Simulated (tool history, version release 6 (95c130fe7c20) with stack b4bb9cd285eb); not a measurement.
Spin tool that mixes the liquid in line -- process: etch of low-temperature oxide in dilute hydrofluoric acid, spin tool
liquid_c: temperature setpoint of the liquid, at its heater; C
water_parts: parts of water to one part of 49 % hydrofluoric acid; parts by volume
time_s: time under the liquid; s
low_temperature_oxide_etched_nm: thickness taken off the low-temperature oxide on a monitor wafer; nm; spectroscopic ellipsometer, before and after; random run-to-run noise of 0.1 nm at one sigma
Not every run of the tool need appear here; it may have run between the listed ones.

run,hour,liquid_c,water_parts,time_s,low_temperature_oxide_etched_nm
1,0.0,24.0,70,15,6.3635
2,5.8,25.5,65,15,7.5318
3,8.8,26.5,65,15,7.7322
4,10.2,26.5,45,15,11.4580
5,11.2,27.0,45,15,11.8020
6,14.6,27.0,55,15,9.4066
7,22.4,27.5,55,15,9.5849

Forecast run 8:
8,30.7,31.5,45,15,?

Run 8 yielded low_temperature_oxide_etched_nm 14.0430 nm.
